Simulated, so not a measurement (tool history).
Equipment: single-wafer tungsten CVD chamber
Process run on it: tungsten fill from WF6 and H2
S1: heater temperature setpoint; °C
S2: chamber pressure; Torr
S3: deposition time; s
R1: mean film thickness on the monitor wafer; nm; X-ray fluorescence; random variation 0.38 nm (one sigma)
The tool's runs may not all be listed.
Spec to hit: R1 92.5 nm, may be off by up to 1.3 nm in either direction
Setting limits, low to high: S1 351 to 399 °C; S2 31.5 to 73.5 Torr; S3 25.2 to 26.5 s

run 1 hour=0 | S1=375 S2=52.5 S3=26.5 | R1=63.488
run 2 hour=3 | S1=375 S2=52.5 S3=25.2 | R1=60.507
run 3 hour=4.3 | S1=375 S2=48 S3=25.2 | R1=57.393
run 4 hour=7.8 | S1=375 S2=55.6 S3=25.2 | R1=62.686
run 5 hour=16.7 | S1=375 S2=55.6 S3=26.5 | R1=65.843
run 6 hour=24.7 | S1=379 S2=55.7 S3=26.5 | R1=71.658
run 7 hour=33.1 | S1=382 S2=55.7 S3=26.5 | R1=77.114
run 8 hour=36.7 | S1=384 S2=55.7 S3=26.5 | R1=80.669
run 9 hour=44 | S1=385 S2=55.7 S3=26.5 | R1=82.797
run 10 hour=47.9 | S1=385 S2=55.7 S3=26.5 | R1=82.68
run 11 hour=51.6 | S1=386 S2=55.7 S3=26.5 | R1=84.625
run 12 hour=57.1 | S1=387 S2=55.7 S3=26.5 | R1=86.5
run 13 hour=63.4 | S1=388 S2=55.7 S3=26.5 | R1=88.311
run 14 hour=65.5 | S1=389 S2=55.7 S3=26.5 | R1=90.351

5 candidate next runs follow, results not yet known. Just one meets every target within its allowed miss. Identify it.
run A hour=67.6 | S1=391 S2=54.5 S3=26.2 | R1=?
run B hour=67.6 | S1=392 S2=60 S3=25.2 | R1=?
run C hour=67.6 | S1=389 S2=51.3 S3=26.4 | R1=?
run D hour=67.6 | S1=391 S2=51.1 S3=25.8 | R1=?
run E hour=67.6 | S1=394 S2=54.6 S3=25.2 | R1=?

move=A R1=91.621
move=B R1=94.969
move=C R1=85.425
move=D R1=86.966
move=E R1=94.063
A: every result within its allowed miss
B: takes the result that was furthest off past its target
C: the biggest miss grows against the last run
D: the biggest miss grows against the last run
E: takes the result that was furthest off past its target
So the answer is move A, the one that meets all the targets.

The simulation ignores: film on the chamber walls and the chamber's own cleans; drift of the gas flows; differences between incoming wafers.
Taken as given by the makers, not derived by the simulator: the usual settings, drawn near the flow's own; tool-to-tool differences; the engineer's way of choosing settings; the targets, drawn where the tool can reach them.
